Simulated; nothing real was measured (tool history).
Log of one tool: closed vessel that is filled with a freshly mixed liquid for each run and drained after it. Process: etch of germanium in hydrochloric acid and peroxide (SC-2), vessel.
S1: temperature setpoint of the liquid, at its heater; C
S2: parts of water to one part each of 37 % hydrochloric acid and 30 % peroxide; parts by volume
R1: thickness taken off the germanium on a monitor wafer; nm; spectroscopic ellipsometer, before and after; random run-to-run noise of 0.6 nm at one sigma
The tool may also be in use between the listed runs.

run 1 hour=0 | S1=53 S2=5.5 time_in_the_liquid_(s)=30 | R1=51.699
run 2 hour=2.6 | S1=53 S2=6.5 time_in_the_liquid_(s)=30 | R1=51.227
run 3 hour=5.1 | S1=55 S2=6.5 time_in_the_liquid_(s)=30 | R1=54.66
run 4 hour=12.5 | S1=56.5 S2=6.5 time_in_the_liquid_(s)=30 | R1=56.839
run 5 hour=20.2 | S1=57.5 S2=6.5 time_in_the_liquid_(s)=30 | R1=58.894
run 6 hour=24.9 | S1=58.5 S2=6.5 time_in_the_liquid_(s)=30 | R1=60.199
run 7 hour=29.3 | S1=59 S2=6.5 time_in_the_liquid_(s)=30 | R1=61.466

What will run 8 give?
run 8 hour=37 | S1=59.5 S2=6.5 time_in_the_liquid_(s)=30 | R1=?

Run 8 produced R1 62.361 nm.

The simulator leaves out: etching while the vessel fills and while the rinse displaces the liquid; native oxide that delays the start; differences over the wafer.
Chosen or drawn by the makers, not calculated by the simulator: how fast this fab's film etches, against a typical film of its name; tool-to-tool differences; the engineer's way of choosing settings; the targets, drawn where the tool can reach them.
